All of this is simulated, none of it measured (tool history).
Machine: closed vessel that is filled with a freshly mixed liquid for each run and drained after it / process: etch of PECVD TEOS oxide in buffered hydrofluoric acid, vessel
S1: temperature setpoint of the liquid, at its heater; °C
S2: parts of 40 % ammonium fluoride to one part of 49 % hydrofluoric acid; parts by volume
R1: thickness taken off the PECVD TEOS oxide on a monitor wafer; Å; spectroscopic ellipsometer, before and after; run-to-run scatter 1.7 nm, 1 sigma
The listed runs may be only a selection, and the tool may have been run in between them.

run 1 hour=0.0 | S1=20.0 S2=8.5 time_in_the_liquid_(s)=95 | R1=1943.4
run 2 hour=6.9 | S1=17.0 S2=8.5 time_in_the_liquid_(s)=95 | R1=1640.9
run 3 hour=15.2 | S1=18.5 S2=8.5 time_in_the_liquid_(s)=95 | R1=1757.3
run 4 hour=23.9 | S1=17.0 S2=8.5 time_in_the_liquid_(s)=95 | R1=1618.3
run 5 hour=31.3 | S1=18.5 S2=8.5 time_in_the_liquid_(s)=95 | R1=1775.6
run 6 hour=39.4 | S1=17.0 S2=8.5 time_in_the_liquid_(s)=95 | R1=1644.1
run 7 hour=41.9 | S1=18.5 S2=8.5 time_in_the_liquid_(s)=95 | R1=1784.4
run 8 hour=49.7 | S1=19.5 S2=8.5 time_in_the_liquid_(s)=95 | R1=1894.4

The next listed run, before its measurement:
run 9 hour=52.4 | S1=20.5 S2=8.5 time_in_the_liquid_(s)=95 | R1=?

R1: 1997.6 Å

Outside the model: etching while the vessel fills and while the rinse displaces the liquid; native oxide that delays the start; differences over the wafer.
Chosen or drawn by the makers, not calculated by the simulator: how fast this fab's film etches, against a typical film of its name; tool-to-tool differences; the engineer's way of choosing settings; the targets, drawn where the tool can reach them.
